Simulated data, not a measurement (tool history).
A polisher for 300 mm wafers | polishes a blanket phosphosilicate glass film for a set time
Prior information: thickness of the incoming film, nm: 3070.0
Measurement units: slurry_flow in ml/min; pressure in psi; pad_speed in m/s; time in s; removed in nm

{"run": 1, "hour": 0.0, "slurry_flow": 125, "pressure": 4.1, "pad_speed": 0.88, "slurry_solids": 1, "time": 47, "removed": 446.53}
{"run": 2, "hour": 7.9, "slurry_flow": 125, "pressure": 3.4, "pad_speed": 0.88, "slurry_solids": 1, "time": 47, "removed": 360.44}
{"run": 3, "hour": 8.5, "slurry_flow": 130, "pressure": 4, "pad_speed": 0.88, "slurry_solids": 1, "time": 47, "removed": 430.19}
{"run": 4, "hour": 11.6, "slurry_flow": 130, "pressure": 4.5, "pad_speed": 0.88, "slurry_solids": 1, "time": 47, "removed": 482.47}
{"run": 5, "hour": 18.2, "slurry_flow": 130, "pressure": 5.4, "pad_speed": 0.88, "slurry_solids": 1, "time": 47, "removed": 576.12}
{"run": 6, "hour": 22.1, "slurry_flow": 130, "pressure": 5.4, "pad_speed": 0.74, "slurry_solids": 1, "time": 47, "removed": 502.16}

The next listed run, before its measurement:
{"run": 7, "hour": 24.3, "slurry_flow": 135, "pressure": 5.6, "pad_speed": 0.8, "slurry_solids": 1, "time": 47, "removed": "?"}

Run 7 produced removed 546.49 nm.
